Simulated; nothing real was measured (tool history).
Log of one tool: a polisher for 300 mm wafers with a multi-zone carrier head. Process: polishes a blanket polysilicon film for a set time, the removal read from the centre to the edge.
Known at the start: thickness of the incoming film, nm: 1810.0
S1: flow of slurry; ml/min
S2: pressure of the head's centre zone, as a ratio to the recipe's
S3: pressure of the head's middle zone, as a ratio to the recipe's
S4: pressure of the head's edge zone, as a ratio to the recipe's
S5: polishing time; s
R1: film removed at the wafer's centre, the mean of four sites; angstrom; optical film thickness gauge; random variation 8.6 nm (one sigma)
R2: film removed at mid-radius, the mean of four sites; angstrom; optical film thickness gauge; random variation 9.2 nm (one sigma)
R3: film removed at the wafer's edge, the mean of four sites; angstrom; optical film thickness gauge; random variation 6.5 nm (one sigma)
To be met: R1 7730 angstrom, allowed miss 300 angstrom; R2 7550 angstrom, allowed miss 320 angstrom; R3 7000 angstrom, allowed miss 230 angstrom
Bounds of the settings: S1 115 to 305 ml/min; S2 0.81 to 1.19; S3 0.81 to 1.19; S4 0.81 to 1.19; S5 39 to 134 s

| run | day | S1 | S2 | S3 | S4 | S5 | R1 | R2 | R3 |
|---|---|---|---|---|---|---|---|---|---|
| 1 | 0 | 195 | 1 | 1 | 1 | 86 | 6161.3 | 6422.7 | 6228.5 |
| 2 | 0.254 | 195 | 0.96 | 1 | 1 | 86 | 5956.7 | 6483.7 | 6254.5 |
| 3 | 0.529 | 205 | 0.99 | 1.02 | 1.01 | 87 | 6420.4 | 6607.9 | 6307.2 |
| 4 | 0.775 | 215 | 0.99 | 1.03 | 1.02 | 88 | 6227.8 | 6806.8 | 6490.5 |
| 5 | 1.15 | 215 | 1.02 | 1.04 | 1.02 | 90 | 6668.4 | 6969.2 | 6695.1 |
| 6 | 1.458 | 255 | 1.02 | 1.04 | 1.02 | 90 | 6975.9 | 7088.2 | 6776.3 |
| 7 | 1.746 | 260 | 1.03 | 1.05 | 1.02 | 90 | 7041.2 | 7338.5 | 6704.5 |
| 8 | 1.888 | 265 | 1.04 | 1.05 | 1.03 | 90 | 7092.6 | 7214.2 | 6828.3 |

5 next moves are on the table. One of them brings every result within its allowed miss. Which?
| A | 2.029 | 260 | 1.03 | 1.08 | 1 | 92 | ? | ? | ? |
| B | 2.029 | 305 | 1.08 | 1.07 | 1 | 92 | ? | ? | ? |
| C | 2.029 | 305 | 1.13 | 1.1 | 0.96 | 88 | ? | ? | ? |
| D | 2.029 | 170 | 1.17 | 1.01 | 1.02 | 93 | ? | ? | ? |
| E | 2.029 | 265 | 1.19 | 1.05 | 0.87 | 94 | ? | ? | ? |

| move | R1 | R2 | R3 |
|---|---|---|---|
| A | 7332.4 | 7637.8 | 6840.4 |
| B | 7837.2 | 7716.1 | 6930.7 |
| C | 7847.3 | 7526.9 | 6498.9 |
| D | 7844 | 6900.4 | 6663.1 |
| E | 8683.8 | 7660.4 | 6562.1 |
A: nearer than the last run, and not there yet
B: meets every target
C: brings the result that was furthest off to its target, and leaves another outside
D: brings the result that was furthest off to its target, and leaves another outside
E: takes the result that was furthest off past its target
The right move is B.
